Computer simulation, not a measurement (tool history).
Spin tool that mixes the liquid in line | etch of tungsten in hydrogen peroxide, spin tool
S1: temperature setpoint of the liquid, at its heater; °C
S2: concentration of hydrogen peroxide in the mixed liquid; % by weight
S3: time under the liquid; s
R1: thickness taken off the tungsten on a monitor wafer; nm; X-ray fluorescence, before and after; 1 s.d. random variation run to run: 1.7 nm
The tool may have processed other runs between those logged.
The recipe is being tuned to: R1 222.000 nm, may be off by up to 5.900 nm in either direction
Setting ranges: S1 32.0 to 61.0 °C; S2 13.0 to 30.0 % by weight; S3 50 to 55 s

{"run": 1, "day": 0.0, "S1": 45.0, "S2": 26.0, "S3": 50, "R1": 111.48}
{"run": 2, "day": 0.279, "S1": 47.5, "S2": 26.0, "S3": 50, "R1": 129.75}
{"run": 3, "day": 0.575, "S1": 47.5, "S2": 30.0, "S3": 50, "R1": 138.53}
{"run": 4, "day": 0.883, "S1": 47.5, "S2": 30.0, "S3": 55, "R1": 153.13}
{"run": 5, "day": 1.121, "S1": 47.5, "S2": 30.0, "S3": 55, "R1": 154.03}
{"run": 6, "day": 1.358, "S1": 41.5, "S2": 30.0, "S3": 55, "R1": 106.45}
{"run": 7, "day": 1.467, "S1": 44.0, "S2": 30.0, "S3": 55, "R1": 123.59}
{"run": 8, "day": 1.65, "S1": 46.0, "S2": 30.0, "S3": 55, "R1": 140.38}
{"run": 9, "day": 1.696, "S1": 46.0, "S2": 30.0, "S3": 55, "R1": 140.39}
{"run": 10, "day": 1.762, "S1": 47.5, "S2": 30.0, "S3": 55, "R1": 155.13}

4 candidate next runs follow, results not yet known. Just one meets every target within its allowed miss. Identify it.
{"run": "A", "day": 1.829, "S1": 46.0, "S2": 29.5, "S3": 50, "R1": "?"}
{"run": "B", "day": 1.829, "S1": 57.0, "S2": 30.0, "S3": 55, "R1": "?"}
{"run": "C", "day": 1.829, "S1": 53.5, "S2": 30.0, "S3": 55, "R1": "?"}
{"run": "D", "day": 1.829, "S1": 41.0, "S2": 25.5, "S3": 50, "R1": "?"}

move=A R1=128.000
move=B R1=276.450
move=C R1=224.730
move=D R1=86.562
A: misses by more than the last run did
B: carries the result that was furthest off beyond its target, to the other side
C: every result lands within tolerance
D: misses by more than the last run did
The right move is C.
